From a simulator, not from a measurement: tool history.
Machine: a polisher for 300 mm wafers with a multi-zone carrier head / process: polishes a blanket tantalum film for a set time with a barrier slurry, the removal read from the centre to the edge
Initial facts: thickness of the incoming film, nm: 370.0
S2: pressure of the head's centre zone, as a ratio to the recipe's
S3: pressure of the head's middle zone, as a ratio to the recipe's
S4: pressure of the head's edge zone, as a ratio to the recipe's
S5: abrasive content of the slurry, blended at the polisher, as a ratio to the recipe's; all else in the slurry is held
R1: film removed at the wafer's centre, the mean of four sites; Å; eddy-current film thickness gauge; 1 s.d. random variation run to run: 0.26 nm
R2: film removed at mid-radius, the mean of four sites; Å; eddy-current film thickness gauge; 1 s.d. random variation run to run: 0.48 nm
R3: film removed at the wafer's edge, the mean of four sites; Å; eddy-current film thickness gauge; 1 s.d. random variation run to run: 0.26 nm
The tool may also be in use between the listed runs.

Run 1, hour 0: flow of slurry (ml/min) 175, S2 1, S3 1, S4 1, S5 1, polishing time (s) 64. Result: R1 799.17 Å, R2 792.98 Å, R3 795.43 Å.
Run 2, hour 8.4: flow of slurry (ml/min) 165, S2 0.98, S3 0.96, S4 0.95, S5 0.85, polishing time (s) 54. Result: R1 623.73 Å, R2 643.51 Å, R3 626.71 Å.
Run 3, hour 12.9: flow of slurry (ml/min) 160, S2 0.99, S3 0.92, S4 0.95, S5 0.75, polishing time (s) 46. Result: R1 508.93 Å, R2 494.52 Å, R3 512.97 Å.
Run 4, hour 19.7: flow of slurry (ml/min) 155, S2 0.99, S3 0.89, S4 0.92, S5 0.65, polishing time (s) 44. Result: R1 464.47 Å, R2 441.83 Å, R3 455.34 Å.
Run 5, hour 22.7: flow of slurry (ml/min) 155, S2 0.99, S3 0.89, S4 0.92, S5 0.5, polishing time (s) 44. Result: R1 421.25 Å, R2 399.06 Å, R3 415.23 Å.
Run 6, hour 25.7: flow of slurry (ml/min) 145, S2 0.98, S3 0.87, S4 0.9, S5 0.5, polishing time (s) 44. Result: R1 409.09 Å, R2 384.21 Å, R3 404.05 Å.
Run 7, hour 34.7: flow of slurry (ml/min) 135, S2 0.97, S3 0.87, S4 0.89, S5 0.5, polishing time (s) 44. Result: R1 403.59 Å, R2 388.45 Å, R3 400.62 Å.
Run 8, hour 41.4: flow of slurry (ml/min) 120, S2 0.95, S3 0.81, S4 0.83, S5 0.5, polishing time (s) 42. Result: R1 370.91 Å, R2 344.37 Å, R3 370.75 Å.
Run 9, hour 49.3: flow of slurry (ml/min) 120, S2 0.95, S3 0.81, S4 0.83, S5 0.5, polishing time (s) 42. Result: R1 372.14 Å, R2 336.87 Å, R3 374.39 Å.

Run 10, settings as shown, results not yet in. Your forecast:
Run 10, hour 51.5: flow of slurry (ml/min) 125, S2 0.95, S3 0.83, S4 0.83, S5 0.5, polishing time (s) 42. Result: R1 ?, R2 ?, R3 ?.

For run 10 the tool returned R1 373.86 Å, R2 352.63 Å, R3 371.38 Å.
